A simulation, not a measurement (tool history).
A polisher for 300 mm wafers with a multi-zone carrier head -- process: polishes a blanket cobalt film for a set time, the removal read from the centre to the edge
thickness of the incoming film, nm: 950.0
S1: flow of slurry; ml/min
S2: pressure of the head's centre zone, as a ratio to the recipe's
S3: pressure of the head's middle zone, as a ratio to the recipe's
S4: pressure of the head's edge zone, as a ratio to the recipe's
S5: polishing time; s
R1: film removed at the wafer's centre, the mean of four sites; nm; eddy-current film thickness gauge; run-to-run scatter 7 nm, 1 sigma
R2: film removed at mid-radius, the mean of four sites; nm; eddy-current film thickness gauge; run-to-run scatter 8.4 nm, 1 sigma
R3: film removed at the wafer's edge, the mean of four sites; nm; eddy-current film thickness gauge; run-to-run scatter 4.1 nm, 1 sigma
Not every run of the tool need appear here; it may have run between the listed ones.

Run 1, day 0.000: S1 145 ml/min, S2 1.00, S3 1.00, S4 1.00, S5 59 s. Result: R1 396.20 nm, R2 400.29 nm, R3 389.54 nm.
Run 2, day 0.100: S1 145 ml/min, S2 1.00, S3 1.00, S4 1.00, S5 66 s. Result: R1 439.02 nm, R2 434.15 nm, R3 436.36 nm.
Run 3, day 0.283: S1 145 ml/min, S2 1.00, S3 1.00, S4 1.05, S5 66 s. Result: R1 446.45 nm, R2 437.29 nm, R3 450.78 nm.
Run 4, day 0.588: S1 155 ml/min, S2 1.00, S3 1.04, S4 1.06, S5 67 s. Result: R1 450.07 nm, R2 465.48 nm, R3 471.34 nm.
Run 5, day 0.796: S1 155 ml/min, S2 1.00, S3 1.04, S4 1.11, S5 67 s. Result: R1 464.85 nm, R2 475.39 nm, R3 476.71 nm.
Run 6, day 0.846: S1 155 ml/min, S2 1.00, S3 1.04, S4 1.11, S5 81 s. Result: R1 550.66 nm, R2 576.52 nm, R3 568.00 nm.

The next listed run, before its measurement:
Run 7, day 1.175: S1 150 ml/min, S2 1.00, S3 1.06, S4 1.08, S5 81 s. Result: R1 ?, R2 ?, R3 ?.

R1: 549.42 nm
R2: 555.15 nm
R3: 557.95 nm

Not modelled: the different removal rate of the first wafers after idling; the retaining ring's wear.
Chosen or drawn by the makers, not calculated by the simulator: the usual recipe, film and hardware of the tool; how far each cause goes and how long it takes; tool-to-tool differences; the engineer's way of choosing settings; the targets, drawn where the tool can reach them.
